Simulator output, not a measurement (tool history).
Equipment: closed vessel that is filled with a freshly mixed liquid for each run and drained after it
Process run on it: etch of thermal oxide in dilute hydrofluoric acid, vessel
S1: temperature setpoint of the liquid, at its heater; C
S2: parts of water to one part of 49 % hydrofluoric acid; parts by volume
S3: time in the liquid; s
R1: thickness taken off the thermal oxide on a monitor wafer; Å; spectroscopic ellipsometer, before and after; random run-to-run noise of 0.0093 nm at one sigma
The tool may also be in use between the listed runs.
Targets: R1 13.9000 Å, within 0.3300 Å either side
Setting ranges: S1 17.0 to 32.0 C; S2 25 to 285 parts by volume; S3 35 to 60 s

Run 1, hour 0.0: S1 24.0 C, S2 155 parts by volume, S3 60 s. Result: R1 17.3420 Å.
Run 2, hour 3.0: S1 25.5 C, S2 155 parts by volume, S3 60 s. Result: R1 18.4420 Å.
Run 3, hour 10.7: S1 25.5 C, S2 155 parts by volume, S3 35 s. Result: R1 10.7130 Å.
Run 4, hour 17.7: S1 24.0 C, S2 155 parts by volume, S3 35 s. Result: R1 10.0910 Å.
Run 5, hour 21.7: S1 25.0 C, S2 155 parts by volume, S3 35 s. Result: R1 10.5340 Å.
Run 6, hour 26.3: S1 25.0 C, S2 185 parts by volume, S3 35 s. Result: R1 8.4538 Å.
Run 7, hour 27.6: S1 26.5 C, S2 180 parts by volume, S3 35 s. Result: R1 9.2317 Å.
Run 8, hour 31.3: S1 27.5 C, S2 175 parts by volume, S3 35 s. Result: R1 10.0390 Å.

Exercise: of the 4 proposed moves below, exactly one satisfies all targets within the stated allowed misses. Which move is it?
Run A, hour 35.0: S1 23.0 C, S2 160 parts by volume, S3 50 s. Result: R1 ?.
Run B, hour 35.0: S1 26.0 C, S2 185 parts by volume, S3 55 s. Result: R1 ?.
Run C, hour 35.0: S1 29.5 C, S2 185 parts by volume, S3 55 s. Result: R1 ?.
Run D, hour 35.0: S1 26.0 C, S2 210 parts by volume, S3 60 s. Result: R1 ?.

move       R1
   A  13.4690
   B  13.9400
   C  15.8030
   D  13.0240
A: an improvement on the last run, though not all results are within tolerance
B: every result within its allowed miss
C: pushes the last run's worst result past its target
D: an improvement on the last run, though not all results are within tolerance
B is the move that brings every result within its allowed miss.
